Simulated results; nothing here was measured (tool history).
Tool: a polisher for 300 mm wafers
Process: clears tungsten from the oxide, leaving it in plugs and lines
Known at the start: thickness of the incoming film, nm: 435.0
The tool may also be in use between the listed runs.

| run | hour | flow of slurry (ml/min) | pressure of the wafer on the pad (psi) | speed of the pad under the wafer (cm/s) | abrasive content of the slurry | overpolish time after the end point (s) | time until the end point was called (s) |
|---|---|---|---|---|---|---|---|
| 1 | 0.0 | 200 | 2.4 | 118 | 1.0 | 31 | 96.984 |
| 2 | 1.8 | 205 | 2.8 | 118 | 1.0 | 31 | 82.711 |
| 3 | 6.7 | 205 | 2.8 | 102 | 1.0 | 31 | 93.823 |
| 4 | 9.9 | 210 | 3.1 | 104 | 1.0 | 31 | 83.719 |
| 5 | 17.2 | 210 | 3.1 | 104 | 1.0 | 33 | 84.096 |
| 6 | 23.0 | 210 | 3.5 | 104 | 1.0 | 33 | 74.672 |
| 7 | 29.3 | 220 | 3.6 | 110 | 1.0 | 33 | 70.479 |
| 8 | 36.9 | 220 | 3.6 | 116 | 1.0 | 33 | 65.958 |
| 9 | 45.3 | 220 | 3.6 | 118 | 1.0 | 33 | 65.586 |
| 10 | 54.2 | 220 | 3.6 | 120 | 1.0 | 33 | 64.939 |

Forecast run 11:
| 11 | 58.5 | 220 | 3.6 | 122 | 1.0 | 33 | ? |

Run 11 gave time until the end point was called (s) 63.946.

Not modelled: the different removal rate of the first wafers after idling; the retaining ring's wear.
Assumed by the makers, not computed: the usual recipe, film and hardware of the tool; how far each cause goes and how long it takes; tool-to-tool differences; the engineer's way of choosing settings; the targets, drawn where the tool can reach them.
